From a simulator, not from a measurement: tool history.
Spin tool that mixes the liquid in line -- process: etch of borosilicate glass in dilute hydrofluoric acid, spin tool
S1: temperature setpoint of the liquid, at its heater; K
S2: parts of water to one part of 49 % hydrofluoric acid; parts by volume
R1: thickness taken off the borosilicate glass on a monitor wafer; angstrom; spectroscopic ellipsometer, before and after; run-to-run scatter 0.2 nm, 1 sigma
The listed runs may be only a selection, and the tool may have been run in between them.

{"run": 1, "hour": 0.0, "S1": 297.15, "S2": 270, "time under the liquid (s)": 255, "R1": 193.97}
{"run": 2, "hour": 6.5, "S1": 299.65, "S2": 250, "time under the liquid (s)": 255, "R1": 233.99}
{"run": 3, "hour": 10.0, "S1": 301.15, "S2": 240, "time under the liquid (s)": 255, "R1": 258.8}
{"run": 4, "hour": 10.8, "S1": 301.15, "S2": 240, "time under the liquid (s)": 270, "R1": 270.84}
{"run": 5, "hour": 12.8, "S1": 301.15, "S2": 240, "time under the liquid (s)": 270, "R1": 273.56}
{"run": 6, "hour": 17.1, "S1": 302.15, "S2": 235, "time under the liquid (s)": 270, "R1": 291.09}
{"run": 7, "hour": 18.2, "S1": 303.15, "S2": 230, "time under the liquid (s)": 270, "R1": 307.5}
{"run": 8, "hour": 20.1, "S1": 303.65, "S2": 230, "time under the liquid (s)": 270, "R1": 315.43}

Run 9 comes next. What will it give?
{"run": 9, "hour": 26.4, "S1": 304.15, "S2": 230, "time under the liquid (s)": 270, "R1": "?"}

Run 9 yielded R1 320.42 angstrom.
